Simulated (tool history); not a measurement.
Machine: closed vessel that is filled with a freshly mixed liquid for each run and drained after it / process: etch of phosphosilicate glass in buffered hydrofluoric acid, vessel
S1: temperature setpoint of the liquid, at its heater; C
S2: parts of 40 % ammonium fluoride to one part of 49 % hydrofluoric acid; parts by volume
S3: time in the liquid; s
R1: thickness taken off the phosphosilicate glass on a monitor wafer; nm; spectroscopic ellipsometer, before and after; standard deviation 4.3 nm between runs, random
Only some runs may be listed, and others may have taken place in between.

{"run": 1, "hour": 0.0, "S1": 23.0, "S2": 13.5, "S3": 90, "R1": 349.37}
{"run": 2, "hour": 6.0, "S1": 23.0, "S2": 16.5, "S3": 90, "R1": 282.41}
{"run": 3, "hour": 11.3, "S1": 24.5, "S2": 15.5, "S3": 90, "R1": 325.73}
{"run": 4, "hour": 19.8, "S1": 24.5, "S2": 15.5, "S3": 90, "R1": 328.38}
{"run": 5, "hour": 20.5, "S1": 24.5, "S2": 15.5, "S3": 90, "R1": 328.19}
{"run": 6, "hour": 22.0, "S1": 23.0, "S2": 15.5, "S3": 90, "R1": 305.05}
{"run": 7, "hour": 26.1, "S1": 24.5, "S2": 14.5, "S3": 90, "R1": 353.0}
{"hour": 34.4, "done": "hydrofluoric acid flow meter replaced"}
{"run": 8, "hour": 34.4, "S1": 26.0, "S2": 13.5, "S3": 90, "R1": 386.23}
{"run": 9, "hour": 41.7, "S1": 27.0, "S2": 12.5, "S3": 90, "R1": 439.35}
{"run": 10, "hour": 48.7, "S1": 28.0, "S2": 12.0, "S3": 90, "R1": 486.42}
{"run": 11, "hour": 56.3, "S1": 28.0, "S2": 12.0, "S3": 90, "R1": 482.51}
{"run": 12, "hour": 58.0, "S1": 28.5, "S2": 11.5, "S3": 90, "R1": 521.37}

Predict the results of run 13:
{"run": 13, "hour": 59.9, "S1": 29.0, "S2": 11.0, "S3": 90, "R1": "?"}

Run 13 produced R1 556.93 nm.

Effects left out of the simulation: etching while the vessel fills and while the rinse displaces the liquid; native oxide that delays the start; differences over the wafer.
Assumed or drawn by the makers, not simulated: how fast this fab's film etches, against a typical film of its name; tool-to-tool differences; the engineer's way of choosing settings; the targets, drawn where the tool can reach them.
